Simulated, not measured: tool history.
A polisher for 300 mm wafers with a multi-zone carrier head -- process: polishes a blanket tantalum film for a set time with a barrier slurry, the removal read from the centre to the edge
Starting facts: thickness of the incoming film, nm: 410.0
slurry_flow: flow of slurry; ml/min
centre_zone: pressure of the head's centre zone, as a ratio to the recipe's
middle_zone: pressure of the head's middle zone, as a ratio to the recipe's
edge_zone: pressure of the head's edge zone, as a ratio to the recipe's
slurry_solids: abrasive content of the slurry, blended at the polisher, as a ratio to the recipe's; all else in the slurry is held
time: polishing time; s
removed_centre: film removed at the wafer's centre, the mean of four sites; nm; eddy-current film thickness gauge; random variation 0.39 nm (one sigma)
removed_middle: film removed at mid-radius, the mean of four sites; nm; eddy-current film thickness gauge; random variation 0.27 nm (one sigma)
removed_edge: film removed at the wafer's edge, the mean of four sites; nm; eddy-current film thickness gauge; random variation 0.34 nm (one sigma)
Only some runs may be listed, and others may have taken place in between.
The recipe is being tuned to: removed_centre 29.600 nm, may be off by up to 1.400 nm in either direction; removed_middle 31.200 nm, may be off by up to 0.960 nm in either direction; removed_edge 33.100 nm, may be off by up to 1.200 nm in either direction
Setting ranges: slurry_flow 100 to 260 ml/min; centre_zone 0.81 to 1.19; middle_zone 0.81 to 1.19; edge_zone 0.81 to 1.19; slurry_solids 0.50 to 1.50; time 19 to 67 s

run  hour  slurry_flow  centre_zone  middle_zone  edge_zone  slurry_solids  time  removed_centre  removed_middle  removed_edge
  1   0.0          165         1.00         1.00       1.00           1.00    43          60.457          62.009        60.303
  2   5.7          165         1.00         1.00       0.97           1.00    43          60.347          61.848        59.471
  3  12.9          155         0.96         0.96       0.95           0.85    38          47.976          50.248        51.143
  4  15.1          155         0.93         0.96       0.95           0.85    38          47.514          50.682        49.680
  5  23.1          155         0.93         0.96       0.95           0.85    43          54.243          57.813        57.421
  6  26.1          150         0.93         0.94       0.93           0.75    37          44.563          46.661        46.929
  7  32.7          140         0.91         0.92       0.91           0.65    34          37.907          40.412        42.403
  8  36.8          140         0.91         0.91       0.89           0.60    32          35.232          37.058        38.042
  9  44.7          135         0.90         0.89       0.87           0.55    31          32.211          34.832        36.019
 10  53.7          130         0.90         0.87       0.85           0.55    31          32.458          33.526        35.649

Consider the 5 candidate settings below. Which is the only one whose results all fall within their allowed miss of target?
  A  62.7          125         0.88         0.85       0.87           0.50    30               ?               ?             ?
  B  62.7          100         0.97         0.93       0.92           0.55    31               ?               ?             ?
  C  62.7          130         0.87         0.84       0.88           0.50    34               ?               ?             ?
  D  62.7          115         0.94         0.91       0.82           0.65    33               ?               ?             ?
  E  62.7          110         0.83         0.81       0.91           0.50    33               ?               ?             ?

move  removed_centre  removed_middle  removed_edge
   A          30.902          31.055        33.650
   B          33.163          32.851        34.616
   C          35.023          35.213        38.615
   D          37.175          37.085        37.237
   E          30.711          31.662        36.854
A: all results in spec
B: lands further from the targets than the last run did
C: lands further from the targets than the last run did
D: lands further from the targets than the last run did
E: brings the last run's worst result on target, with another outside its allowed miss
Correct choice: A, which meets every target
